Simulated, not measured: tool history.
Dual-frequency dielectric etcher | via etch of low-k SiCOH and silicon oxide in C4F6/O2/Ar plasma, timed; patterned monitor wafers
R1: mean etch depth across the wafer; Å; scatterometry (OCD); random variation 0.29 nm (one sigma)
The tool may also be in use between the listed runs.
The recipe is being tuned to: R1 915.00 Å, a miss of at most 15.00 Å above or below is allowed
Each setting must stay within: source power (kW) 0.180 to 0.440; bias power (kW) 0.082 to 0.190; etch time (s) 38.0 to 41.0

Run 1, hour 0.0: source power (kW) 0.310, bias power (kW) 0.136, etch time (s) 41.0. Result: R1 1015.50 Å.
Run 2, hour 2.2: source power (kW) 0.310, bias power (kW) 0.156, etch time (s) 41.0. Result: R1 1060.60 Å.
Run 3, hour 11.1: source power (kW) 0.280, bias power (kW) 0.154, etch time (s) 41.0. Result: R1 1035.40 Å.
Run 4, hour 13.4: source power (kW) 0.280, bias power (kW) 0.154, etch time (s) 41.0. Result: R1 1035.60 Å.
At hour 18.4: source power generator calibrated.
Run 5, hour 18.4: source power (kW) 0.280, bias power (kW) 0.154, etch time (s) 41.0. Result: R1 1025.20 Å.
Run 6, hour 25.2: source power (kW) 0.280, bias power (kW) 0.176, etch time (s) 41.0. Result: R1 1074.80 Å.
Run 7, hour 26.1: source power (kW) 0.260, bias power (kW) 0.167, etch time (s) 40.5. Result: R1 1026.10 Å.
Run 8, hour 33.4: source power (kW) 0.240, bias power (kW) 0.162, etch time (s) 40.5. Result: R1 1010.70 Å.
Run 9, hour 37.5: source power (kW) 0.230, bias power (kW) 0.154, etch time (s) 40.5. Result: R1 976.97 Å.
Run 10, hour 44.8: source power (kW) 0.220, bias power (kW) 0.151, etch time (s) 40.5. Result: R1 966.52 Å.
Run 11, hour 45.4: source power (kW) 0.210, bias power (kW) 0.148, etch time (s) 40.5. Result: R1 950.76 Å.
Run 12, hour 46.8: source power (kW) 0.200, bias power (kW) 0.146, etch time (s) 40.5. Result: R1 938.36 Å.
Run 13, hour 49.2: source power (kW) 0.200, bias power (kW) 0.145, etch time (s) 40.5. Result: R1 931.94 Å.

Next run, 5 choices. One meets every target within its allowed miss, the rest don't. Which?
Run A, hour 51.6: source power (kW) 0.200, bias power (kW) 0.166, etch time (s) 40.0. Result: R1 ?.
Run B, hour 51.6: source power (kW) 0.200, bias power (kW) 0.164, etch time (s) 40.0. Result: R1 ?.
Run C, hour 51.6: source power (kW) 0.230, bias power (kW) 0.151, etch time (s) 38.0. Result: R1 ?.
Run D, hour 51.6: source power (kW) 0.220, bias power (kW) 0.168, etch time (s) 39.5. Result: R1 ?.
Run E, hour 51.6: source power (kW) 0.190, bias power (kW) 0.172, etch time (s) 39.0. Result: R1 ?.

move      R1
   A  967.74
   B  963.63
   C  911.90
   D  975.80
   E  947.25
A: lands further from the targets than the last run did
B: lands further from the targets than the last run did
C: in spec on every target
D: lands further from the targets than the last run did
E: lands further from the targets than the last run did
Move C is the one to make.
